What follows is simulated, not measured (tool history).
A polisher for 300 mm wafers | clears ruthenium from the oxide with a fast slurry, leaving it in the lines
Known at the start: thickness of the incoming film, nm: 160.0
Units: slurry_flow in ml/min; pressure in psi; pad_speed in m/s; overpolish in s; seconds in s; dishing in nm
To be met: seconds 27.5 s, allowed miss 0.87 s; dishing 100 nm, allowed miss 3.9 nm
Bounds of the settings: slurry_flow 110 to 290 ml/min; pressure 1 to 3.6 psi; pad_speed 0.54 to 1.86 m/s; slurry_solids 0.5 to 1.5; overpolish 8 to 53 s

| run | day | slurry_flow | pressure | pad_speed | slurry_solids | overpolish | seconds | dishing |
|---|---|---|---|---|---|---|---|---|
| 1 | 0 | 185 | 2.3 | 1.18 | 1 | 27 | 51.481 | 65.43 |
| 2 | 0.362 | 185 | 2.3 | 1.18 | 1.15 | 27 | 49.908 | 66.63 |
| 3 | 0.529 | 150 | 2.3 | 1.18 | 1.15 | 27 | 50.838 | 65.723 |
| 4 | 0.562 | 160 | 2.6 | 1.18 | 1.15 | 27 | 44.322 | 71.531 |
| 5 | 0.788 | 165 | 2.8 | 1.18 | 1.15 | 27 | 41.402 | 73.935 |
| 6 | 0.925 | 165 | 2.8 | 1 | 1.15 | 27 | 47.996 | 67.661 |
| 7 | 1.204 | 170 | 3 | 1.06 | 1.15 | 27 | 42.151 | 72.523 |
| 8 | 1.35 | 175 | 3.1 | 1.1 | 1.15 | 28 | 39.447 | 78.702 |
| 9 | 1.562 | 175 | 3.2 | 1.14 | 1.15 | 28 | 37.409 | 79.681 |
| 10 | 1.704 | 175 | 3.3 | 1.2 | 1.15 | 28 | 34.552 | 85.211 |
| 11 | 1.871 | 215 | 3.6 | 1.32 | 1.15 | 28 | 27.782 | 92.059 |

4 next moves are on the table. One of them brings every result within its allowed miss. Which?
| A | 2.038 | 165 | 3.3 | 1.44 | 1.3 | 38 | ? | ? |
| B | 2.038 | 225 | 3.6 | 1.5 | 1.1 | 28 | ? | ? |
| C | 2.038 | 225 | 3.6 | 1.32 | 1.2 | 23 | ? | ? |
| D | 2.038 | 240 | 3.4 | 1.5 | 1 | 31 | ? | ? |

| move | seconds | dishing |
|---|---|---|
| A | 27.815 | 109.09 |
| B | 25.194 | 100.25 |
| C | 27.567 | 86.723 |
| D | 27.472 | 100.94 |
A: takes the result that was furthest off past its target
B: brings the result that was furthest off to its target, and leaves another outside
C: further off than the last run
D: meets every target
The right move is D.
